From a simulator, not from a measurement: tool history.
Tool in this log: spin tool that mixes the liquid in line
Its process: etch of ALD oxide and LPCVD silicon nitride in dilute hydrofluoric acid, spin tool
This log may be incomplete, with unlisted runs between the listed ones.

run	hour	temperature setpoint of the liquid (K)	parts of water to one part of 49 % hydrofluoric acid (parts by volume)	time under the liquid (s)	thickness taken off the ALD oxide on a monitor wafer (angstrom)	thickness taken off the LPCVD silicon nitride on a monitor wafer (angstrom)
1	0.0	294.15	90	130	157.150	5.1101
2	3.1	291.65	90	130	141.210	5.0267
3	7.6	291.65	90	105	115.330	3.4701
4	15.6	291.65	105	105	96.323	3.2679
5	18.3	293.65	105	105	104.160	3.3652
6	20.9	293.65	80	105	139.820	5.0510
7	27.2	293.65	80	105	142.050	5.3083
8	34.6	294.15	95	100	112.550	4.3064
9	41.7	291.15	130	100	70.319	2.5415
10	43.3	291.15	135	100	66.956	2.6581
11	47.8	291.15	140	95	62.570	2.1413
12	48.6	291.15	145	95	59.187	2.1647

Expected results for the next run?
13	54.4	290.65	155	90	?	?

{"run 13": {"thickness taken off the ALD oxide on a monitor wafer (angstrom)": 50.37, "thickness taken off the LPCVD silicon nitride on a monitor wafer (angstrom)": 1.7744}}

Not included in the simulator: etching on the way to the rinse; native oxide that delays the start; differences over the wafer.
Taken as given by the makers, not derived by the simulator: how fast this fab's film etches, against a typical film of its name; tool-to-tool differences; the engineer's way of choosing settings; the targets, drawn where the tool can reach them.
